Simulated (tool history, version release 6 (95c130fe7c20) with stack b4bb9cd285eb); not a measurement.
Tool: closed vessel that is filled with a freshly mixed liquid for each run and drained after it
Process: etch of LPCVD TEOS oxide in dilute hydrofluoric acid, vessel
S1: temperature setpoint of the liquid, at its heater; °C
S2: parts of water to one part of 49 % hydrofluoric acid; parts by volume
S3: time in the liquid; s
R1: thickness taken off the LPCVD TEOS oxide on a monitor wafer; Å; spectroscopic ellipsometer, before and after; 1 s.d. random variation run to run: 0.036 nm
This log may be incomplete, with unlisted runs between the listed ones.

run,hour,S1,S2,S3,R1
1,0,26,110,35,128.78
2,2.9,24,110,35,120.5
3,4.1,24,90,35,150.31
4,11.3,22.5,90,35,140.36
5,19.4,22.5,125,35,97.286
6,25.8,22.5,90,35,141

For run 7, what comes out?
7,31.1,22,95,35,?

Run 7 gave R1 129.96 Å.
